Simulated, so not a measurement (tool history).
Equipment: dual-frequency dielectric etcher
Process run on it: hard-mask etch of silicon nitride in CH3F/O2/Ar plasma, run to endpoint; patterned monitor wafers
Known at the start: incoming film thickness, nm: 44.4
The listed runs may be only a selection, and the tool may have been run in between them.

run  hour  source power (kW)  bias power (kW)  endpoint time (s)
  1     0               0.41            0.068             65.194
  2   2.5               0.48            0.068             61.756
  3   6.5               0.48            0.057             66.617
  4  13.8               0.52            0.057              64.37
  5  21.6               0.52            0.051               67.3
  6  22.8               0.46            0.051             70.088
  7  28.8               0.45             0.05             71.072

Expected results for the next run?
  8  32.6               0.44             0.05                  ?

Logged for run 8: endpoint time (s) 71.22.

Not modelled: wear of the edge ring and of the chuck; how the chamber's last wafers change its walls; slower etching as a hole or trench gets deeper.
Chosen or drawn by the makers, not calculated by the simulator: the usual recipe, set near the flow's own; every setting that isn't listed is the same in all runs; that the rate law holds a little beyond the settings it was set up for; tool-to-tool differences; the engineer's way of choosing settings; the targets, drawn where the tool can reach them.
